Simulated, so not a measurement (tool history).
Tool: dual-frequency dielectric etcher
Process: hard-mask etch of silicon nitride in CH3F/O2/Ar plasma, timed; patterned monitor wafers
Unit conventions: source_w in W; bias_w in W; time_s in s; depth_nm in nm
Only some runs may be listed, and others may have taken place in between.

run	hour	source_w	bias_w	time_s	depth_nm
1	0.0	350	73	113.0	68.984
2	7.7	350	73	103.0	63.053
3	8.2	350	81	103.0	64.050
4	13.9	350	81	103.0	64.933
5	17.8	380	86	105.5	70.310
6	22.2	440	86	105.5	76.280

Predict the results of run 7:
7	26.4	450	86	105.5	?

depth_nm: 76.929 nm

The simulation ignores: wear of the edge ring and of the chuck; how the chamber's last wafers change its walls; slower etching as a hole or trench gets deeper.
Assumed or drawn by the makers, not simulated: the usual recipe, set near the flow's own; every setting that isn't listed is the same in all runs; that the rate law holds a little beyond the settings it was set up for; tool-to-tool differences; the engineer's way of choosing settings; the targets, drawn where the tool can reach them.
